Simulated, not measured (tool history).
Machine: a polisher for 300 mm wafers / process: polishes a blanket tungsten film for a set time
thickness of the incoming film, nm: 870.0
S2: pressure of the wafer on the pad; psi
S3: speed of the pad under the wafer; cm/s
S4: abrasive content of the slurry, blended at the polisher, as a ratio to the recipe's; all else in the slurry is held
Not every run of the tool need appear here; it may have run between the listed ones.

{"run": 1, "day": 0.0, "flow of slurry (ml/min)": 305, "S2": 3.7, "S3": 92, "S4": 1, "polishing time (s)": 66, "film removed (Å)": 2683}
{"run": 2, "day": 0.196, "flow of slurry (ml/min)": 305, "S2": 3.7, "S3": 92, "S4": 1.15, "polishing time (s)": 66, "film removed (Å)": 2764.4}
{"run": 3, "day": 0.367, "flow of slurry (ml/min)": 305, "S2": 3.7, "S3": 92, "S4": 1.15, "polishing time (s)": 69, "film removed (Å)": 2874}
{"run": 4, "day": 0.5, "flow of slurry (ml/min)": 305, "S2": 3.8, "S3": 92, "S4": 1.15, "polishing time (s)": 69, "film removed (Å)": 2974.6}
{"run": 5, "day": 0.554, "flow of slurry (ml/min)": 250, "S2": 3.8, "S3": 92, "S4": 1.15, "polishing time (s)": 69, "film removed (Å)": 2920.5}
{"run": 6, "day": 0.633, "flow of slurry (ml/min)": 250, "S2": 3.8, "S3": 92, "S4": 1.15, "polishing time (s)": 66, "film removed (Å)": 2792.6}
{"run": 7, "day": 0.817, "flow of slurry (ml/min)": 250, "S2": 4, "S3": 92, "S4": 1.15, "polishing time (s)": 66, "film removed (Å)": 2918.5}

Run 8, settings as shown, results not yet in. Your forecast:
{"run": 8, "day": 0.85, "flow of slurry (ml/min)": 250, "S2": 4.1, "S3": 92, "S4": 1.15, "polishing time (s)": 66, "film removed (Å)": "?"}

Run 8 came out at film removed (Å) 2998.8.

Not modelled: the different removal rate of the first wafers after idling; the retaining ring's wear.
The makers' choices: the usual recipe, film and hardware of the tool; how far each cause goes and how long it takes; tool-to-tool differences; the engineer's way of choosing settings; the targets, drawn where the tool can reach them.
